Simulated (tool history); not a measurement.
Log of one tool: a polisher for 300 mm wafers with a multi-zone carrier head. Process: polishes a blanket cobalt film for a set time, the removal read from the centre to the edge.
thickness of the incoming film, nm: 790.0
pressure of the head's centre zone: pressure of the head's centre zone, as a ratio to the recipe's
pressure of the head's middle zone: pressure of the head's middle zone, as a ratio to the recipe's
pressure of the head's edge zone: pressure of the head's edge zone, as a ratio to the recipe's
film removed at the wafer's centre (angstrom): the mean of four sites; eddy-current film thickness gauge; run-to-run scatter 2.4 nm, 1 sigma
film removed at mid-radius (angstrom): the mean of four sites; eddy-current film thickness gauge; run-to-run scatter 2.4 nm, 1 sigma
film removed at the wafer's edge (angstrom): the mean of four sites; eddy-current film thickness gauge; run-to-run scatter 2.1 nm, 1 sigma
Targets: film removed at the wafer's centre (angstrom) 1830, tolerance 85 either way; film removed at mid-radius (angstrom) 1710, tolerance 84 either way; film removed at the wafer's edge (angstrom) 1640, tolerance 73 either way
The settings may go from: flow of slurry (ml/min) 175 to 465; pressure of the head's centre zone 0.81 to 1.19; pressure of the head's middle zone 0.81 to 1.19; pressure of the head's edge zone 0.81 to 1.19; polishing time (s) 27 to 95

run,hour,flow of slurry (ml/min),pressure of the head's centre zone,pressure of the head's middle zone,pressure of the head's edge zone,polishing time (s),film removed at the wafer's centre (angstrom),film removed at mid-radius (angstrom),film removed at the wafer's edge (angstrom)
1,0,295,1,1,1,61,2355.9,2387.8,2355.6
2,8.3,295,1.01,1,0.99,59,2343.6,2215.6,2287.9
3,17.2,355,1.01,1,0.99,59,2336.4,2229.3,2268.5
4,22,405,1.01,1,0.99,59,2381.3,2259.3,2297.1
5,29,405,1.01,1,0.99,51,2103.6,2019.7,2017.6
6,31.3,405,1.01,1.08,0.99,51,2137.4,2124.5,2042.1
7,36.8,405,1.01,1.07,0.98,50,2057.6,2045.4,1937.8
8,42.1,405,1.01,1.06,0.97,49,2008.6,1941.9,1891.7
9,46.9,405,1.01,1.06,0.96,49,1959.5,1968.6,1947.7
10,53.2,405,1.02,1.06,0.96,48,2000.4,1920,1831.7
11,54.9,405,1.02,1.06,0.95,48,1922.7,1940.2,1833.9
12,61.3,405,1.03,1.05,0.95,48,1984.2,1928.3,1793.8

Below are 4 possible settings for the next run. Only one of them brings all results inside the allowed miss of their targets. Which is it?
A,67.7,395,1.05,1.04,0.98,43,?,?,?
B,67.7,435,0.93,1.12,0.95,49,?,?,?
C,67.7,365,1.02,1.14,0.91,55,?,?,?
D,67.7,395,0.88,1.19,0.81,51,?,?,?

move,film removed at the wafer's centre (angstrom),film removed at mid-radius (angstrom),film removed at the wafer's edge (angstrom)
A,1802.7,1718.3,1673.8
B,1832.3,2066.7,1888
C,2225.3,2314.6,2055.8
D,1790.7,2222,1817.1
A: all results land within tolerance of their targets
B: misses by more than the last run did
C: misses by more than the last run did
D: misses by more than the last run did
So the answer is move A, the one that meets all the targets.

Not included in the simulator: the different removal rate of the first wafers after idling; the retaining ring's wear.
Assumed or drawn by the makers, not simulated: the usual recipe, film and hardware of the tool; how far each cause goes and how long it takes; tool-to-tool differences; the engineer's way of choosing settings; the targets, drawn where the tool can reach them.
